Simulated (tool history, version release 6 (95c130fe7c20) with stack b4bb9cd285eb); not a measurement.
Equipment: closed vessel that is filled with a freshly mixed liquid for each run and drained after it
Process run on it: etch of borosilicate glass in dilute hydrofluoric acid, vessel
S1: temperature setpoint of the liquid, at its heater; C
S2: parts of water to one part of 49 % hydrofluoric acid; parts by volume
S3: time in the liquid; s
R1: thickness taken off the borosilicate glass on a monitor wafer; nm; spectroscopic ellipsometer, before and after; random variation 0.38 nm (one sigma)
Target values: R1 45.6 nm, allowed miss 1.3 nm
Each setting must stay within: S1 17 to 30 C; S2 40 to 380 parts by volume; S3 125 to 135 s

run,hour,S1,S2,S3,R1
1,0,22,210,125,25.669
2,6.4,22,210,125,25.315
3,14.3,24.5,190,125,31.346
4,18.7,26,180,125,35.547
5,22.6,27,175,125,37.741
6,29.2,28,170,125,40.823
7,33.3,28.5,170,125,41.587
8,35.9,29,170,125,42.539
9,37,29.5,170,125,43.604

Of the 5 settings listed for the next run, only one would bring every result within its allowed miss of target. Which one?
A,38.1,29.5,180,130,?
B,38.1,28.5,180,130,?
C,38.1,29.5,175,125,?
D,38.1,27.5,180,135,?
E,38.1,30,170,130,?

move,R1
A,41.597
B,40.147
C,41.398
D,40.222
E,45.397
A: the biggest miss grows against the last run
B: the biggest miss grows against the last run
C: the biggest miss grows against the last run
D: the biggest miss grows against the last run
E: all results land within tolerance of their targets
Go with E: it meets all targets.
